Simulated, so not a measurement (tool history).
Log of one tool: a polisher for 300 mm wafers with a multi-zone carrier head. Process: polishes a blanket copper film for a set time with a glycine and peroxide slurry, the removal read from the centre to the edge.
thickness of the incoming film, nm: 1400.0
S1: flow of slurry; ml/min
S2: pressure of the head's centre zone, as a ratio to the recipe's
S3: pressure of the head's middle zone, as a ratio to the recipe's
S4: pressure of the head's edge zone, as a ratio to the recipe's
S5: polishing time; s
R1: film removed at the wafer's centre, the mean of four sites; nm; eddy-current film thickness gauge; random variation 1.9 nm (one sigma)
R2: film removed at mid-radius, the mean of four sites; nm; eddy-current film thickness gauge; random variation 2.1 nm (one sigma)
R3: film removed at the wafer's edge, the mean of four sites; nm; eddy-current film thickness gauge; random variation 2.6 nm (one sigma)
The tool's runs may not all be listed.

run  hour   S1    S2    S3    S4  S5      R1      R2      R3
  1     0  315     1     1     1  40  233.77  243.27     240
  2   1.9  315     1  1.07     1  40  232.78   255.4  241.97
  3  10.2  305  0.99     1  1.03  40  229.83  242.66  244.72
  4  19.1  295  0.98  0.95  1.04  40  227.49  231.92  242.76
  5  27.4  295  0.98  0.95  1.11  40  223.78  235.53  252.36
  6  28.8  295  0.91  0.95  1.11  40  212.62  224.73  253.26
  7  37.5  295  0.91  0.95  1.11  40  212.92  229.89  251.51
  8  41.4  290  0.92  0.91  1.09  40  215.01   219.1  247.63

Run 9 comes next. What will it give?
  9  47.7  285  0.92  0.89  1.08  40   ?   ?   ?

R1: 214.38 nm
R2: 219.04 nm
R3: 248.56 nm
